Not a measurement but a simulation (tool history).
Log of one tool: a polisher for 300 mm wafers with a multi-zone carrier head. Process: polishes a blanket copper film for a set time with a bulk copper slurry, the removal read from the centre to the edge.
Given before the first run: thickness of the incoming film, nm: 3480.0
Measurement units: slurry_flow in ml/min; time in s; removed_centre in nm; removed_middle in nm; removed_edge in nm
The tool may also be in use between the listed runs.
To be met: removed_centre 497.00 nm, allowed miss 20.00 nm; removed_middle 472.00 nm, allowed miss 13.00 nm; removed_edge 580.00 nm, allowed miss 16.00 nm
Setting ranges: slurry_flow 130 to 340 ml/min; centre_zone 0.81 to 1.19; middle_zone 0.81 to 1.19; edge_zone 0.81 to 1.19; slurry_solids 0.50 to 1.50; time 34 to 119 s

{"run": 1, "hour": 0.0, "slurry_flow": 220, "centre_zone": 1.0, "middle_zone": 1.0, "edge_zone": 1.0, "slurry_solids": 1.0, "time": 76, "removed_centre": 539.95, "removed_middle": 530.78, "removed_edge": 544.25}
{"run": 2, "hour": 6.3, "slurry_flow": 255, "centre_zone": 1.0, "middle_zone": 1.0, "edge_zone": 1.0, "slurry_solids": 1.0, "time": 76, "removed_centre": 556.36, "removed_middle": 539.1, "removed_edge": 552.44}
{"run": 3, "hour": 11.0, "slurry_flow": 275, "centre_zone": 1.0, "middle_zone": 1.0, "edge_zone": 1.0, "slurry_solids": 1.0, "time": 76, "removed_centre": 572.59, "removed_middle": 549.93, "removed_edge": 562.58}
{"run": 4, "hour": 13.5, "slurry_flow": 275, "centre_zone": 1.0, "middle_zone": 1.0, "edge_zone": 1.0, "slurry_solids": 1.0, "time": 85, "removed_centre": 618.67, "removed_middle": 609.05, "removed_edge": 631.85}
{"run": 5, "hour": 21.0, "slurry_flow": 275, "centre_zone": 0.96, "middle_zone": 1.0, "edge_zone": 1.0, "slurry_solids": 1.0, "time": 85, "removed_centre": 597.31, "removed_middle": 606.6, "removed_edge": 628.45}
{"run": 6, "hour": 24.0, "slurry_flow": 255, "centre_zone": 0.93, "middle_zone": 0.95, "edge_zone": 0.99, "slurry_solids": 0.95, "time": 85, "removed_centre": 568.43, "removed_middle": 572.16, "removed_edge": 615.17}
{"run": 7, "hour": 29.0, "slurry_flow": 240, "centre_zone": 0.91, "middle_zone": 0.91, "edge_zone": 0.99, "slurry_solids": 0.9, "time": 85, "removed_centre": 546.12, "removed_middle": 541.1, "removed_edge": 597.54}
{"run": 8, "hour": 34.3, "slurry_flow": 225, "centre_zone": 0.9, "middle_zone": 0.88, "edge_zone": 1.0, "slurry_solids": 0.9, "time": 85, "removed_centre": 537.45, "removed_middle": 525.19, "removed_edge": 596.77}
{"run": 9, "hour": 37.9, "slurry_flow": 180, "centre_zone": 0.87, "middle_zone": 0.81, "edge_zone": 1.04, "slurry_solids": 0.75, "time": 85, "removed_centre": 460.83, "removed_middle": 453.53, "removed_edge": 564.45}
{"run": 10, "hour": 42.5, "slurry_flow": 190, "centre_zone": 0.88, "middle_zone": 0.81, "edge_zone": 1.04, "slurry_solids": 0.75, "time": 85, "removed_centre": 483.18, "removed_middle": 450.71, "removed_edge": 570.18}

Exactly one of the 4 candidate moves below puts every result within its allowed miss. Which one?
{"run": "A", "hour": 47.1, "slurry_flow": 190, "centre_zone": 0.88, "middle_zone": 0.81, "edge_zone": 1.16, "slurry_solids": 0.75, "time": 81, "removed_centre": "?", "removed_middle": "?", "removed_edge": "?"}
{"run": "B", "hour": 47.1, "slurry_flow": 195, "centre_zone": 0.84, "middle_zone": 0.87, "edge_zone": 1.07, "slurry_solids": 0.75, "time": 88, "removed_centre": "?", "removed_middle": "?", "removed_edge": "?"}
{"run": "C", "hour": 47.1, "slurry_flow": 180, "centre_zone": 0.87, "middle_zone": 0.81, "edge_zone": 1.06, "slurry_solids": 0.85, "time": 81, "removed_centre": "?", "removed_middle": "?", "removed_edge": "?"}
{"run": "D", "hour": 47.1, "slurry_flow": 145, "centre_zone": 0.88, "middle_zone": 0.82, "edge_zone": 0.97, "slurry_solids": 0.65, "time": 96, "removed_centre": "?", "removed_middle": "?", "removed_edge": "?"}

move=A removed_centre=460.75 removed_middle=431.00 removed_edge=576.86
move=B removed_centre=480.31 removed_middle=498.85 removed_edge=602.93
move=C removed_centre=466.36 removed_middle=441.87 removed_edge=566.28
move=D removed_centre=493.13 removed_middle=469.21 removed_edge=577.36
A: the biggest miss grows against the last run
B: carries the result that was furthest off beyond its target, to the other side
C: the biggest miss grows against the last run
D: all results in spec
Go with D: it meets all targets.
